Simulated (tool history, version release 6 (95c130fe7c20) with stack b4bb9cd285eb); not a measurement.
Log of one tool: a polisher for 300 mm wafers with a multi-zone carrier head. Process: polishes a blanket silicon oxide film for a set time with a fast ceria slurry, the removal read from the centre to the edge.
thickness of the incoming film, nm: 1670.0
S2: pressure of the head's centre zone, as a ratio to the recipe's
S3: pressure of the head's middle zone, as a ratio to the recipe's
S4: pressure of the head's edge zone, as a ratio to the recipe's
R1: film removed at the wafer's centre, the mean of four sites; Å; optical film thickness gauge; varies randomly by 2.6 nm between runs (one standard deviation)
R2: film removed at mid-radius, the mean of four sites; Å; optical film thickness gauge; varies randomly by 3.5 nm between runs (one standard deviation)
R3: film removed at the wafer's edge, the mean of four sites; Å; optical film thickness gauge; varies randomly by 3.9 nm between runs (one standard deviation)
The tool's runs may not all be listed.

Run 1, hour 0: flow of slurry (ml/min) 240, S2 1, S3 1, S4 1, polishing time (s) 67. Result: R1 5062.7 Å, R2 5011.4 Å, R3 5035.9 Å.
Run 2, hour 0.9: flow of slurry (ml/min) 200, S2 1, S3 1, S4 1, polishing time (s) 67. Result: R1 4857.5 Å, R2 4997.7 Å, R3 4912.9 Å.
Run 3, hour 5.4: flow of slurry (ml/min) 200, S2 1, S3 1, S4 1, polishing time (s) 79. Result: R1 5841.4 Å, R2 5853.4 Å, R3 5867 Å.
Run 4, hour 13.8: flow of slurry (ml/min) 200, S2 1, S3 1, S4 0.92, polishing time (s) 79. Result: R1 5814.8 Å, R2 5839.4 Å, R3 5774 Å.
Run 5, hour 20.4: flow of slurry (ml/min) 200, S2 1.08, S3 1, S4 0.92, polishing time (s) 79. Result: R1 6315.4 Å, R2 5817.7 Å, R3 5691.8 Å.
Run 6, hour 21.8: flow of slurry (ml/min) 185, S2 1, S3 0.95, S4 0.93, polishing time (s) 72. Result: R1 5280.8 Å, R2 5118.4 Å, R3 5164.4 Å.
Run 7, hour 24.8: flow of slurry (ml/min) 175, S2 0.94, S3 0.91, S4 0.98, polishing time (s) 66. Result: R1 4451 Å, R2 4465.9 Å, R3 4772 Å.

For run 8, what comes out?
Run 8, hour 27.4: flow of slurry (ml/min) 170, S2 0.9, S3 0.89, S4 0.98, polishing time (s) 63. Result: R1 ?, R2 ?, R3 ?.

{"run 8": {"R1": 4067, "R2": 4165.9, "R3": 4557.5}}

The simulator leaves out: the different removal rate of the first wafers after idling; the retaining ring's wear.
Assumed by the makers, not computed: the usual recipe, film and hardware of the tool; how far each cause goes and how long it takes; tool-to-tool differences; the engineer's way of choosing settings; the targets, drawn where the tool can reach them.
